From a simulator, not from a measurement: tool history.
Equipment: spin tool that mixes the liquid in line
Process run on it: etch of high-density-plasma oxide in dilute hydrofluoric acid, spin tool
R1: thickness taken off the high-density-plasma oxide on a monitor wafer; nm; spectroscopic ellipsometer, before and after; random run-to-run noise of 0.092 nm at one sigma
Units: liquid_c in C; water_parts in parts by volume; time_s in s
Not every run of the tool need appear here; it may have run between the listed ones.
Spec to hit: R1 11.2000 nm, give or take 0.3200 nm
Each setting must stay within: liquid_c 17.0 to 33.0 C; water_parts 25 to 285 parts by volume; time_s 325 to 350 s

{"run": 1, "hour": 0.0, "liquid_c": 25.0, "water_parts": 155, "time_s": 325, "R1": 13.29}
{"run": 2, "hour": 4.3, "liquid_c": 25.0, "water_parts": 105, "time_s": 325, "R1": 20.868}
{"run": 3, "hour": 5.5, "liquid_c": 24.0, "water_parts": 110, "time_s": 325, "R1": 18.837}
{"run": 4, "hour": 9.6, "liquid_c": 21.5, "water_parts": 110, "time_s": 325, "R1": 17.204}
{"run": 5, "hour": 14.7, "liquid_c": 21.0, "water_parts": 115, "time_s": 325, "R1": 16.175}
{"run": 6, "hour": 19.9, "liquid_c": 20.5, "water_parts": 120, "time_s": 325, "R1": 14.913}
{"run": 7, "hour": 26.7, "liquid_c": 20.0, "water_parts": 120, "time_s": 325, "R1": 14.579}
{"run": 8, "hour": 28.4, "liquid_c": 19.5, "water_parts": 120, "time_s": 325, "R1": 14.357}
{"run": 9, "hour": 35.2, "liquid_c": 17.0, "water_parts": 145, "time_s": 325, "R1": 10.447}

Of the 5 settings listed for the next run, only one would bring every result within its allowed miss of target. Which one?
{"run": "A", "hour": 42.0, "liquid_c": 17.0, "water_parts": 150, "time_s": 325, "R1": "?"}
{"run": "B", "hour": 42.0, "liquid_c": 17.0, "water_parts": 155, "time_s": 340, "R1": "?"}
{"run": "C", "hour": 42.0, "liquid_c": 17.0, "water_parts": 145, "time_s": 350, "R1": "?"}
{"run": "D", "hour": 42.0, "liquid_c": 18.0, "water_parts": 160, "time_s": 325, "R1": "?"}
{"run": "E", "hour": 42.0, "liquid_c": 18.5, "water_parts": 170, "time_s": 325, "R1": "?"}

move=A R1=10.0480
move=B R1=10.1240
move=C R1=11.2490
move=D R1=9.7161
move=E R1=9.2390
A: its largest miss is bigger than the last run's
B: its largest miss is bigger than the last run's
C: all results land within tolerance of their targets
D: its largest miss is bigger than the last run's
E: its largest miss is bigger than the last run's
C is the move that brings every result within its allowed miss.

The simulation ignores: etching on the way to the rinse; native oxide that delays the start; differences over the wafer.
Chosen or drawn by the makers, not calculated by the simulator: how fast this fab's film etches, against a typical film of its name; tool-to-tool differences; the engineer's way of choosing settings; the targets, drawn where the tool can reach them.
